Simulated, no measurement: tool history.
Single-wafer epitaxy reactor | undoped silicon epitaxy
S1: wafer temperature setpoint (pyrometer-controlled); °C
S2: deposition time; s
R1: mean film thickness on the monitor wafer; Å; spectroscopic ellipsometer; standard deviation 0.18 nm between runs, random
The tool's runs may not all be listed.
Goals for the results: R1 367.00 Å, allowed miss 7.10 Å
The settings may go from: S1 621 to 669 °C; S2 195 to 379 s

run  hour   S1   S2      R1
  1   0.0  645  287  431.27
  2   8.6  651  287  484.23
  3  10.0  658  287  552.35
  4  16.4  658  267  517.41
  5  23.6  655  267  486.71
  6  32.2  653  267  469.90
  7  39.7  651  267  452.38
  8  42.8  649  267  435.01

Which of these 5 next moves meets every target?
  A  45.9  630  336   ?
  B  45.9  641  277   ?
  C  45.9  647  232   ?
  D  45.9  637  271   ?
  E  45.9  646  246   ?

move      R1
   A  375.56
   B  384.70
   C  362.03
   D  347.98
   E  376.52
A: closer than the last run, but not yet in spec
B: closer than the last run, but not yet in spec
C: every result lands within tolerance
D: takes the result that was furthest off past its target
E: closer than the last run, but not yet in spec
C meets every target.

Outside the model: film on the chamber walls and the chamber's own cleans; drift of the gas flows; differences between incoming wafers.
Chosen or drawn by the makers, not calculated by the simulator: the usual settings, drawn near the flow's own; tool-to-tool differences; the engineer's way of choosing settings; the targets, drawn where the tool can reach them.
